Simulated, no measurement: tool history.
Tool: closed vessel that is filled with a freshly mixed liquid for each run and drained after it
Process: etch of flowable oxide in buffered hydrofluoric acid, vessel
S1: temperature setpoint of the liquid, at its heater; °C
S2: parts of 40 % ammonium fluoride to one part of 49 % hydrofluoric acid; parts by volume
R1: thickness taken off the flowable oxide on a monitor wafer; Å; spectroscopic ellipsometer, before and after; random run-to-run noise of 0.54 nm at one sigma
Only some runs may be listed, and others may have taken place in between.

run 1 day=0.000 | S1=23.0 S2=13.0 time_in_the_liquid_(s)=85 | R1=1035.70
run 2 day=0.150 | S1=26.0 S2=13.0 time_in_the_liquid_(s)=85 | R1=1194.40
run 3 day=0.308 | S1=26.0 S2=13.0 time_in_the_liquid_(s)=95 | R1=1349.00
run 4 day=0.417 | S1=25.0 S2=13.5 time_in_the_liquid_(s)=95 | R1=1243.30
run 5 day=0.788 | S1=24.0 S2=14.0 time_in_the_liquid_(s)=95 | R1=1131.80
run 6 day=0.979 | S1=23.0 S2=14.5 time_in_the_liquid_(s)=95 | R1=1029.20
run 7 day=1.333 | S1=23.0 S2=14.5 time_in_the_liquid_(s)=95 | R1=1012.10
run 8 day=1.721 | S1=22.0 S2=14.5 time_in_the_liquid_(s)=95 | R1=976.01
run 9 day=2.008 | S1=21.5 S2=14.5 time_in_the_liquid_(s)=95 | R1=951.13
run 10 day=2.238 | S1=21.0 S2=14.5 time_in_the_liquid_(s)=95 | R1=910.73
run 11 day=2.308 | S1=20.5 S2=14.5 time_in_the_liquid_(s)=95 | R1=899.17

What does the tool deliver on the next run?
run 12 day=2.558 | S1=20.0 S2=14.5 time_in_the_liquid_(s)=95 | R1=?

Logged for run 12: R1 866.45 Å.
